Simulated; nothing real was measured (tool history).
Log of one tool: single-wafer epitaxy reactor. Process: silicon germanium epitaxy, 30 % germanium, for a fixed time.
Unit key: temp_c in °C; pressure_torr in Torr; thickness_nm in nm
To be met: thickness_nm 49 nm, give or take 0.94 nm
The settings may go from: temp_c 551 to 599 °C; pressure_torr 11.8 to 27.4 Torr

{"run": 1, "hour": 0.0, "temp_c": 575, "pressure_torr": 19.6, "thickness_nm": 34.114}
{"run": 2, "hour": 8.4, "temp_c": 575, "pressure_torr": 17.7, "thickness_nm": 33.313}
{"run": 3, "hour": 12.4, "temp_c": 575, "pressure_torr": 19.3, "thickness_nm": 34.129}
{"run": 4, "hour": 18.6, "temp_c": 575, "pressure_torr": 17.9, "thickness_nm": 33.568}
{"run": 5, "hour": 19.2, "temp_c": 580, "pressure_torr": 18, "thickness_nm": 36.498}
{"run": 6, "hour": 24.9, "temp_c": 576, "pressure_torr": 18, "thickness_nm": 33.969}
{"run": 7, "hour": 29.8, "temp_c": 581, "pressure_torr": 18.1, "thickness_nm": 37.016}
{"run": 8, "hour": 31.7, "temp_c": 586, "pressure_torr": 18.2, "thickness_nm": 40.465}
{"run": 9, "hour": 40.3, "temp_c": 589, "pressure_torr": 18.3, "thickness_nm": 42.942}
{"run": 10, "hour": 43.6, "temp_c": 591, "pressure_torr": 18.3, "thickness_nm": 43.959}

Which single option among these 4 for the next run brings every result within its allowed miss of target? Just one does.
{"run": "A", "hour": 46.9, "temp_c": 598, "pressure_torr": 21, "thickness_nm": "?"}
{"run": "B", "hour": 46.9, "temp_c": 597, "pressure_torr": 18.9, "thickness_nm": "?"}
{"run": "C", "hour": 46.9, "temp_c": 599, "pressure_torr": 18.9, "thickness_nm": "?"}
{"run": "D", "hour": 46.9, "temp_c": 595, "pressure_torr": 18.6, "thickness_nm": "?"}

move=A thickness_nm=50.953
move=B thickness_nm=48.871
move=C thickness_nm=50.486
move=D thickness_nm=47.124
A: takes the biggest miss from the last run beyond its target
B: all results land within tolerance of their targets
C: takes the biggest miss from the last run beyond its target
D: closes in on the targets versus the last run, not all within tolerance yet
So the answer is move B, the one that meets all the targets.
